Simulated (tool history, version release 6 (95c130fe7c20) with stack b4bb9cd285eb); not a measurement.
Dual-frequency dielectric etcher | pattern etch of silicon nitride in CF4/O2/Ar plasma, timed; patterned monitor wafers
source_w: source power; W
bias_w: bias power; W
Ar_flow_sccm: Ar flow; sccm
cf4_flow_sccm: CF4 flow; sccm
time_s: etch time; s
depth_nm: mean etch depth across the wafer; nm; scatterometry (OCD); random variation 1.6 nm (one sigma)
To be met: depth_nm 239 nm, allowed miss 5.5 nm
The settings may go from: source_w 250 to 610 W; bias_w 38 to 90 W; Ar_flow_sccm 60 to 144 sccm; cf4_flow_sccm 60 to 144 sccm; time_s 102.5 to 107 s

{"run": 1, "day": 0.0, "source_w": 430, "bias_w": 64, "Ar_flow_sccm": 102, "cf4_flow_sccm": 102, "time_s": 102.5, "depth_nm": 177.8}
{"run": 2, "day": 0.133, "source_w": 480, "bias_w": 65, "Ar_flow_sccm": 102, "cf4_flow_sccm": 102, "time_s": 102.5, "depth_nm": 202.13}
{"run": 3, "day": 0.246, "source_w": 480, "bias_w": 65, "Ar_flow_sccm": 102, "cf4_flow_sccm": 86, "time_s": 102.5, "depth_nm": 194.24}
{"run": 4, "day": 0.433, "source_w": 510, "bias_w": 65, "Ar_flow_sccm": 102, "cf4_flow_sccm": 86, "time_s": 102.5, "depth_nm": 208.42}
{"run": 5, "day": 0.788, "source_w": 470, "bias_w": 65, "Ar_flow_sccm": 102, "cf4_flow_sccm": 86, "time_s": 102.5, "depth_nm": 191.32}
{"run": 6, "day": 0.904, "source_w": 470, "bias_w": 65, "Ar_flow_sccm": 117, "cf4_flow_sccm": 86, "time_s": 102.5, "depth_nm": 188.59}
{"run": 7, "day": 1.075, "source_w": 510, "bias_w": 65, "Ar_flow_sccm": 117, "cf4_flow_sccm": 86, "time_s": 102.5, "depth_nm": 204.22}
{"run": 8, "day": 1.138, "source_w": 530, "bias_w": 65, "Ar_flow_sccm": 117, "cf4_flow_sccm": 86, "time_s": 102.5, "depth_nm": 212.02}
{"run": 9, "day": 1.296, "source_w": 550, "bias_w": 65, "Ar_flow_sccm": 117, "cf4_flow_sccm": 86, "time_s": 102.5, "depth_nm": 217.58}
{"run": 10, "day": 1.638, "source_w": 570, "bias_w": 65, "Ar_flow_sccm": 117, "cf4_flow_sccm": 86, "time_s": 102.5, "depth_nm": 227.8}
{"run": 11, "day": 1.742, "source_w": 580, "bias_w": 65, "Ar_flow_sccm": 117, "cf4_flow_sccm": 86, "time_s": 102.5, "depth_nm": 233.21}

Which of these 5 next moves meets every target?
{"run": "A", "day": 1.846, "source_w": 530, "bias_w": 67, "Ar_flow_sccm": 109, "cf4_flow_sccm": 81, "time_s": 107, "depth_nm": "?"}
{"run": "B", "day": 1.846, "source_w": 530, "bias_w": 65, "Ar_flow_sccm": 121, "cf4_flow_sccm": 91, "time_s": 106.5, "depth_nm": "?"}
{"run": "C", "day": 1.846, "source_w": 550, "bias_w": 70, "Ar_flow_sccm": 120, "cf4_flow_sccm": 82, "time_s": 102.5, "depth_nm": "?"}
{"run": "D", "day": 1.846, "source_w": 610, "bias_w": 66, "Ar_flow_sccm": 126, "cf4_flow_sccm": 73, "time_s": 103.5, "depth_nm": "?"}
{"run": "E", "day": 1.846, "source_w": 510, "bias_w": 72, "Ar_flow_sccm": 125, "cf4_flow_sccm": 92, "time_s": 105, "depth_nm": "?"}

move=A depth_nm=222.99
move=B depth_nm=222.45
move=C depth_nm=224.66
move=D depth_nm=235.7
move=E depth_nm=220.88
A: further off than the last run
B: further off than the last run
C: further off than the last run
D: meets every target
E: further off than the last run
Move D is the one to make.
